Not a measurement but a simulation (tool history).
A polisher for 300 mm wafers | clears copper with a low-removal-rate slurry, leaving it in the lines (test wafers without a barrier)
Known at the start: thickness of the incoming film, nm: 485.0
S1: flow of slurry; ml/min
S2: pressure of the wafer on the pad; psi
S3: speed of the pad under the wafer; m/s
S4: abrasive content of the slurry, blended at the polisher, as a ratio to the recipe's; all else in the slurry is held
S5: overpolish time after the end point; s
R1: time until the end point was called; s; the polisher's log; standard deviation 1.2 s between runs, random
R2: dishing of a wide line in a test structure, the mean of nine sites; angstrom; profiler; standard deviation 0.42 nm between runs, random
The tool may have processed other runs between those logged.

run,day,S1,S2,S3,S4,S5,R1,R2
1,0,290,4,1.14,1,9,101.07,224.65
2,0.108,290,4.9,1.14,1,9,82.226,245.26
3,0.25,345,4.9,1.14,1,9,79.624,241.43
4,0.5,395,4.9,1.14,1,9,83.116,247.4
5,0.679,395,4.9,1.14,1,11,82.092,291.49
6,0.812,365,4.9,1.14,1,11,82.983,282.07
7,1.158,285,6,1.2,1,7,66.21,253.81

For run 8, what comes out?
8,1.371,365,5.6,1.28,1,3,?,?

R1: 64.6 s
R2: 143.08 angstrom
